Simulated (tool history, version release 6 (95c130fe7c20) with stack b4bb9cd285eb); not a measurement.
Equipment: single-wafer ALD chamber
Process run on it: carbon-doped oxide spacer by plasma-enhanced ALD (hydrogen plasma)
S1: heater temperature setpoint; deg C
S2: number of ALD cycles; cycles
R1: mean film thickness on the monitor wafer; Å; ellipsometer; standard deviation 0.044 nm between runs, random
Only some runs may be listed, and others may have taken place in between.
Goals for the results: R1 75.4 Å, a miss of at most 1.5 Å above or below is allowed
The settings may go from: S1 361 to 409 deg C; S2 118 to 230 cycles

run	hour	S1	S2	R1
1	0	385	174	81.103
2	2.9	385	186	87.157
3	5.1	385	202	94.886
4	8.1	385	192	90.285
5	14	385	185	85.909
6	23.2	385	172	81.458
7	29.5	385	172	81.184
8	34.6	385	169	80.091
9	38.1	385	166	77.376
10	46.8	385	165	77.229

Exactly one of the 4 candidate moves below puts every result within its allowed miss. Which one?
A	55.5	389	154	?
B	55.5	361	161	?
C	55.5	386	154	?
D	55.5	383	170	?

move	R1
A	72.15
B	75.43
C	72.15
D	79.646
A: carries the result that was furthest off beyond its target, to the other side
B: hits every target within its allowed miss
C: carries the result that was furthest off beyond its target, to the other side
D: moves away from the targets compared with the last run
The right move is B.
